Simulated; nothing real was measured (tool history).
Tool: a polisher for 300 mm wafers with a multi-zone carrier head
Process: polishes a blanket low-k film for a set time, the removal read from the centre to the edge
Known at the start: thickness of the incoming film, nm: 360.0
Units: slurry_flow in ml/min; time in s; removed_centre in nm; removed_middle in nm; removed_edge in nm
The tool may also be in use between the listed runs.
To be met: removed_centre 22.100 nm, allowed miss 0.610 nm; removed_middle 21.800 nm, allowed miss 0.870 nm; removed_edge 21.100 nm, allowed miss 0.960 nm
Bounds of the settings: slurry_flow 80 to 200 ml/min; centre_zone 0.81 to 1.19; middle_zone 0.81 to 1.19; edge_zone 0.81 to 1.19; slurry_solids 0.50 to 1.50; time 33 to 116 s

| run | hour | slurry_flow | centre_zone | middle_zone | edge_zone | slurry_solids | time | removed_centre | removed_middle | removed_edge |
|---|---|---|---|---|---|---|---|---|---|---|
| 1 | 0.0 | 130 | 1.00 | 1.00 | 1.00 | 1.00 | 74 | 17.069 | 17.397 | 18.011 |
| 2 | 0.6 | 130 | 0.94 | 1.00 | 1.00 | 1.00 | 74 | 16.032 | 17.357 | 18.569 |
| 3 | 5.8 | 145 | 0.99 | 1.02 | 1.03 | 1.05 | 74 | 17.799 | 19.349 | 19.382 |
| 4 | 7.1 | 145 | 0.94 | 1.02 | 1.03 | 1.05 | 74 | 17.365 | 18.928 | 19.998 |
| 5 | 14.3 | 160 | 0.99 | 1.01 | 1.04 | 1.05 | 74 | 18.732 | 18.881 | 19.602 |
| 6 | 17.8 | 160 | 0.99 | 1.05 | 1.04 | 1.05 | 74 | 18.450 | 20.113 | 20.238 |
| 7 | 20.1 | 170 | 1.02 | 1.05 | 1.05 | 1.05 | 74 | 19.557 | 20.430 | 20.385 |
| 8 | 26.3 | 180 | 1.04 | 1.05 | 1.05 | 1.05 | 74 | 20.009 | 20.485 | 20.700 |
| 9 | 32.4 | 185 | 1.07 | 1.06 | 1.05 | 1.05 | 74 | 20.664 | 20.900 | 20.207 |
| 10 | 40.9 | 190 | 1.08 | 1.06 | 1.06 | 1.05 | 74 | 21.064 | 21.214 | 20.095 |
|  | 44.2 | slurry nozzle cleaned |
| 11 | 44.2 | 190 | 1.08 | 1.06 | 1.07 | 1.05 | 74 | 22.953 | 22.450 | 22.050 |

Which of these 5 next moves meets every target?
| A | 47.5 | 200 | 1.17 | 1.04 | 1.02 | 0.95 | 76 | ? | ? | ? |
| B | 47.5 | 195 | 1.06 | 1.04 | 1.03 | 0.95 | 79 | ? | ? | ? |
| C | 47.5 | 190 | 1.05 | 1.05 | 1.10 | 1.05 | 79 | ? | ? | ? |
| D | 47.5 | 190 | 1.12 | 1.08 | 1.07 | 1.00 | 80 | ? | ? | ? |
| E | 47.5 | 185 | 1.03 | 1.07 | 1.06 | 1.10 | 70 | ? | ? | ? |

| move | removed_centre | removed_middle | removed_edge |
|---|---|---|---|
| A | 23.603 | 21.307 | 20.396 |
| B | 22.120 | 22.078 | 21.243 |
| C | 23.359 | 23.714 | 23.433 |
| D | 24.447 | 23.740 | 22.652 |
| E | 20.801 | 21.847 | 20.910 |
A: further off than the last run
B: meets every target
C: further off than the last run
D: further off than the last run
E: takes the result that was furthest off past its target
Answer: B

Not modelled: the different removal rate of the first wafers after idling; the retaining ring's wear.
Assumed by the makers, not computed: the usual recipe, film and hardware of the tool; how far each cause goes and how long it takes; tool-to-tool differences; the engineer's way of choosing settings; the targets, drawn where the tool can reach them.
